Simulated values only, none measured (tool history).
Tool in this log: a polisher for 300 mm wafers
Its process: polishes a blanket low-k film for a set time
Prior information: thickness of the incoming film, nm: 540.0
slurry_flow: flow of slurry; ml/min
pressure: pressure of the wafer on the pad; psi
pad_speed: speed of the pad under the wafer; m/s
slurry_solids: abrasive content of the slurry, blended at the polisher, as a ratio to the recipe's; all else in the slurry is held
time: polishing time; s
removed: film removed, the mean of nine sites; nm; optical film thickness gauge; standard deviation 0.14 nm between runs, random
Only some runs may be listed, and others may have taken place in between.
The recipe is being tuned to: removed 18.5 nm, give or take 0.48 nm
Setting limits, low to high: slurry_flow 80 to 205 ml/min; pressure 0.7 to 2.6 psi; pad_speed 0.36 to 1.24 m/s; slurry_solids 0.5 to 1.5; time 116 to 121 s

| run | hour | slurry_flow | pressure | pad_speed | slurry_solids | time | removed |
|---|---|---|---|---|---|---|---|
| 1 | 0 | 135 | 1.6 | 0.8 | 1 | 116 | 28.198 |
| 2 | 3.6 | 125 | 1.4 | 0.8 | 1 | 116 | 24.514 |
| 3 | 8 | 125 | 1.2 | 0.8 | 1 | 116 | 21.045 |
| 4 | 11.2 | 120 | 1.2 | 0.8 | 1 | 116 | 20.782 |
| 5 | 16.3 | 120 | 1.2 | 0.94 | 1 | 116 | 23.402 |
| 6 | 17 | 115 | 1.1 | 0.94 | 1 | 116 | 21.518 |
| 7 | 20.8 | 110 | 1.1 | 0.94 | 1 | 116 | 21.413 |
| 8 | 21.8 | 95 | 0.9 | 0.94 | 1 | 116 | 17.231 |
| 9 | 28.5 | 100 | 0.9 | 0.94 | 1 | 116 | 17.259 |
| 10 | 31.4 | 125 | 1 | 0.94 | 1 | 116 | 20.238 |
| 11 | 34.2 | 115 | 1 | 0.94 | 1 | 116 | 19.568 |
| 12 | 41.5 | 115 | 1 | 0.94 | 1 | 116 | 19.59 |
| 13 | 42.4 | 95 | 0.9 | 0.94 | 1 | 116 | 17.004 |
| 14 | 50.1 | 120 | 0.9 | 0.94 | 1 | 116 | 17.886 |

4 candidate next runs follow, results not yet known. Just one meets every target within its allowed miss. Identify it.
| A | 57.8 | 80 | 0.9 | 1.1 | 1 | 116 | ? |
| B | 57.8 | 135 | 0.9 | 1.04 | 0.95 | 116 | ? |
| C | 57.8 | 90 | 0.8 | 1.14 | 1.25 | 119 | ? |
| D | 57.8 | 110 | 1 | 0.9 | 1.05 | 121 | ? |

| move | removed |
|---|---|
| A | 18.18 |
| B | 19.275 |
| C | 19.252 |
| D | 19.722 |
A: meets every target
B: carries the result that was furthest off beyond its target, to the other side
C: carries the result that was furthest off beyond its target, to the other side
D: carries the result that was furthest off beyond its target, to the other side
A is the move that brings every result within its allowed miss.

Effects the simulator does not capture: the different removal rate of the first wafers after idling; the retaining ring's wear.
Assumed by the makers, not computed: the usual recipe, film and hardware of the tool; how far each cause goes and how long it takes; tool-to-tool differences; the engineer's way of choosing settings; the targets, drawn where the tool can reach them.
